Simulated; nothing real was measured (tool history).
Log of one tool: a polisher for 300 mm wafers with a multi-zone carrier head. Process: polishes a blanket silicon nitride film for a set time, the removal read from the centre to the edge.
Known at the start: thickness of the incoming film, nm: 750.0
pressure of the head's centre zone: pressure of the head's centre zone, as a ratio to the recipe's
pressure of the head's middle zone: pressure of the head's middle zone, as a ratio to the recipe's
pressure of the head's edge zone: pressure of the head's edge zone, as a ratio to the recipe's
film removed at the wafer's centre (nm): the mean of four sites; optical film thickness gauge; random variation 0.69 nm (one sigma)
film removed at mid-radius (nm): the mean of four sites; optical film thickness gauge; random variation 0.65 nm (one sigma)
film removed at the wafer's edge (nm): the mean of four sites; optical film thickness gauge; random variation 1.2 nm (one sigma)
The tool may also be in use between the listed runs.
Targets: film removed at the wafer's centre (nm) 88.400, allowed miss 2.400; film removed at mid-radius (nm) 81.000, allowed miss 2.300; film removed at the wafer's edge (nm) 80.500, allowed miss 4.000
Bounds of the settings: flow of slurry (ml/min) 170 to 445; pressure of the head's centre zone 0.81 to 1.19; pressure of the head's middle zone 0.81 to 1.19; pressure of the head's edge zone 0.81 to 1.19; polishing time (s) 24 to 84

run,hour,flow of slurry (ml/min),pressure of the head's centre zone,pressure of the head's middle zone,pressure of the head's edge zone,polishing time (s),film removed at the wafer's centre (nm),film removed at mid-radius (nm),film removed at the wafer's edge (nm)
1,0.0,285,1.00,1.00,1.00,54,55.823,58.330,58.493
2,0.6,285,1.00,0.91,1.00,54,55.322,54.906,56.905
3,9.0,295,1.04,0.95,1.02,57,61.842,60.290,59.404
4,11.2,295,1.04,0.99,1.02,57,60.970,60.967,58.477
5,17.8,285,1.04,0.97,1.02,61,65.562,63.973,64.998
6,18.4,275,1.06,0.99,1.02,64,69.564,68.364,67.330
7,20.8,270,1.07,0.99,1.03,66,72.155,68.859,69.949
8,26.9,280,1.08,0.99,1.04,68,75.995,73.144,72.483
9,32.7,285,1.09,0.98,1.05,69,78.858,73.155,76.870
10,36.2,310,1.10,0.99,1.05,69,79.849,73.157,74.221
11,40.3,310,1.11,1.00,1.06,70,81.263,75.661,77.133
12,48.4,315,1.12,1.01,1.06,70,82.291,75.618,76.072
13,56.5,320,1.13,1.02,1.07,71,83.150,76.705,78.357
14,60.7,320,1.14,1.03,1.07,72,85.657,77.997,78.445
15,66.0,325,1.14,1.03,1.07,72,87.655,78.409,77.234
16,69.1,325,1.14,1.03,1.07,72,85.424,77.479,78.362

Which of these 4 next moves meets every target?
A,72.2,250,1.16,0.96,1.13,71,?,?,?
B,72.2,330,1.06,0.99,1.19,75,?,?,?
C,72.2,360,1.17,1.11,1.12,71,?,?,?
D,72.2,345,1.06,1.04,1.04,73,?,?,?

move,film removed at the wafer's centre (nm),film removed at mid-radius (nm),film removed at the wafer's edge (nm)
A,83.514,72.825,78.728
B,83.383,80.502,87.442
C,87.982,81.018,80.634
D,81.543,80.509,79.693
A: further off than the last run
B: brings the result that was furthest off to its target, and leaves another outside
C: meets every target
D: brings the result that was furthest off to its target, and leaves another outside
Answer: C
